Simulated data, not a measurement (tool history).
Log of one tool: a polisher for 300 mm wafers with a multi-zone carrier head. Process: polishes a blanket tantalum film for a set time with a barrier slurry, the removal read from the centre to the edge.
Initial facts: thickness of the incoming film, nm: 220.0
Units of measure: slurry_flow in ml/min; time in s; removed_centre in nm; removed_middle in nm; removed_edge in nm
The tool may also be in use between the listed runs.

run	day	slurry_flow	centre_zone	middle_zone	edge_zone	slurry_solids	time	removed_centre	removed_middle	removed_edge
1	0.000	265	1.00	1.00	1.00	1.00	31	30.748	31.245	31.649
2	0.079	260	0.99	0.96	0.97	0.90	30	29.250	27.915	28.909
3	0.312	250	0.95	0.93	0.95	0.80	29	25.466	25.165	26.607
4	0.371	245	0.94	0.90	0.92	0.75	29	24.414	23.857	25.949
5	0.412	245	0.94	0.96	0.92	0.75	29	24.361	25.364	25.516
6	0.696	280	0.94	0.96	0.92	0.75	29	25.726	25.551	26.134
7	1.017	270	0.94	0.93	0.90	0.70	29	24.521	24.440	25.116

For run 8, what comes out?
8	1.338	265	0.94	0.90	0.89	0.65	29	?	?	?

{"run 8": {"removed_centre": 23.407, "removed_middle": 22.737, "removed_edge": 23.903}}
